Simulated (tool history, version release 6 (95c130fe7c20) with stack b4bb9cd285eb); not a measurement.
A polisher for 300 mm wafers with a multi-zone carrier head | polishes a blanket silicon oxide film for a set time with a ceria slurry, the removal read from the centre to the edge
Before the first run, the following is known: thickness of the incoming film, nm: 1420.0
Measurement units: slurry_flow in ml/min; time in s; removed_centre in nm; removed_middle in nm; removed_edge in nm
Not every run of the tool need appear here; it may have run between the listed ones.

Run 1, hour 0.0: slurry_flow 280 ml/min, centre_zone 1.00, middle_zone 1.00, edge_zone 1.00, time 77 s. Result: removed_centre 440.81 nm, removed_middle 441.88 nm, removed_edge 443.85 nm.
Run 2, hour 4.5: slurry_flow 280 ml/min, centre_zone 1.00, middle_zone 0.94, edge_zone 1.00, time 77 s. Result: removed_centre 438.64 nm, removed_middle 409.54 nm, removed_edge 435.60 nm.
Run 3, hour 11.8: slurry_flow 280 ml/min, centre_zone 1.00, middle_zone 0.94, edge_zone 0.95, time 77 s. Result: removed_centre 439.39 nm, removed_middle 407.15 nm, removed_edge 422.29 nm.
Run 4, hour 19.1: slurry_flow 280 ml/min, centre_zone 1.00, middle_zone 0.94, edge_zone 0.86, time 77 s. Result: removed_centre 439.51 nm, removed_middle 414.89 nm, removed_edge 409.68 nm.
Run 5, hour 21.4: slurry_flow 280 ml/min, centre_zone 1.01, middle_zone 0.96, edge_zone 0.91, time 80 s. Result: removed_centre 455.14 nm, removed_middle 427.30 nm, removed_edge 432.93 nm.
Run 6, hour 23.7: slurry_flow 280 ml/min, centre_zone 1.01, middle_zone 0.96, edge_zone 0.91, time 98 s. Result: removed_centre 565.58 nm, removed_middle 536.68 nm, removed_edge 532.93 nm.

Run 7, settings as shown, results not yet in. Your forecast:
Run 7, hour 26.7: slurry_flow 290 ml/min, centre_zone 1.01, middle_zone 0.97, edge_zone 0.94, time 98 s. Result: removed_centre ?, removed_middle ?, removed_edge ?.

{"run 7": {"removed_centre": 566.71, "removed_middle": 546.28, "removed_edge": 539.2}}
